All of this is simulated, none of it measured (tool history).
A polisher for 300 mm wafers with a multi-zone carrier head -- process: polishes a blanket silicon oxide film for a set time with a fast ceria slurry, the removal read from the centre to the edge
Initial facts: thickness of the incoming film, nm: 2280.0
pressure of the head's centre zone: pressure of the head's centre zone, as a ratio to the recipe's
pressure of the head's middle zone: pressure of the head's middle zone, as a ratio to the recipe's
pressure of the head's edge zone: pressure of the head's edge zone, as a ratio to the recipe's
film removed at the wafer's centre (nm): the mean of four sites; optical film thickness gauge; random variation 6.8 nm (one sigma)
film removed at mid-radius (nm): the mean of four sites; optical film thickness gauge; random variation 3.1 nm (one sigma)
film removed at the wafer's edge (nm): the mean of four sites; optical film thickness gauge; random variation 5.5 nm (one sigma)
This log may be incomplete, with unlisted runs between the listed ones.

run	hour	flow of slurry (ml/min)	pressure of the head's centre zone	pressure of the head's middle zone	pressure of the head's edge zone	polishing time (s)	film removed at the wafer's centre (nm)	film removed at mid-radius (nm)	film removed at the wafer's edge (nm)
1	0	195	1	1	1	50	739.4	730.48	733.15
2	7.3	195	1	0.92	1	50	741.67	679.99	738.11
3	13.1	195	1	0.92	1	60	916.09	821.51	881.99
4	19.5	190	1	0.91	0.97	55	813.9	739.02	794.14
5	26.7	185	1.01	0.91	0.95	51	751.83	676.44	728.71
6	32.3	185	1.01	0.91	0.93	47	706.92	626.42	662.57
7	33.2	180	1	0.9	0.91	44	653.94	578.24	611.55

Forecast run 8:
8	35.4	175	0.99	0.89	0.9	42	?	?	?

Run 8 measured film removed at the wafer's centre (nm) 597.99, film removed at mid-radius (nm) 545.75, film removed at the wafer's edge (nm) 588.56.
